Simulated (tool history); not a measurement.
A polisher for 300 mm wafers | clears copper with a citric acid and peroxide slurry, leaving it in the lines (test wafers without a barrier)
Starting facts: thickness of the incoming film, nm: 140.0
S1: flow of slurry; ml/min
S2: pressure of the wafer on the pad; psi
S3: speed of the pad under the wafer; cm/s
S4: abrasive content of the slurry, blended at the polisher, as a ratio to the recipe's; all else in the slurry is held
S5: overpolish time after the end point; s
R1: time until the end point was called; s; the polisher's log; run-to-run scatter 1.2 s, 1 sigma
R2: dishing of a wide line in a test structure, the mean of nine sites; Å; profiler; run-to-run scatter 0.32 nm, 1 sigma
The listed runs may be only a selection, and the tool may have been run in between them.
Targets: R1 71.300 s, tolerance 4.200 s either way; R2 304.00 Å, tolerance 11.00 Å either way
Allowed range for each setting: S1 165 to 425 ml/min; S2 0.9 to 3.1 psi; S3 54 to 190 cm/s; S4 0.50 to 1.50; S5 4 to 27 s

run	day	S1	S2	S3	S4	S5	R1	R2
1	0.000	275	2.0	122	1.00	14	69.547	210.89
2	0.225	275	2.0	122	1.00	15	66.853	226.31
3	0.412	275	2.3	122	1.00	15	59.035	258.96
4	0.608	275	2.8	122	1.00	15	48.717	305.19
5	0.862	325	2.8	122	1.00	15	48.580	308.52
6	0.912	370	2.8	122	1.00	15	48.073	315.49
7	1.142	370	2.6	122	1.00	16	51.415	311.55
8	1.304	370	2.5	122	1.00	17	52.933	313.13

Of the 5 settings listed for the next run, only one would bring every result within its allowed miss of target. Which one?
A	1.467	315	2.9	172	1.05	12	?	?
B	1.467	395	2.3	92	0.95	22	?	?
C	1.467	265	3.1	138	1.05	13	?	?
D	1.467	380	2.5	106	1.00	18	?	?
E	1.467	365	2.5	144	1.20	14	?	?

move	R1	R2
A	35.614	334.70
B	72.537	302.87
C	40.283	323.14
D	59.913	301.20
E	45.729	306.06
A: its largest miss is bigger than the last run's
B: hits every target within its allowed miss
C: its largest miss is bigger than the last run's
D: an improvement on the last run, though not all results are within tolerance
E: its largest miss is bigger than the last run's
Move B is the one to make.
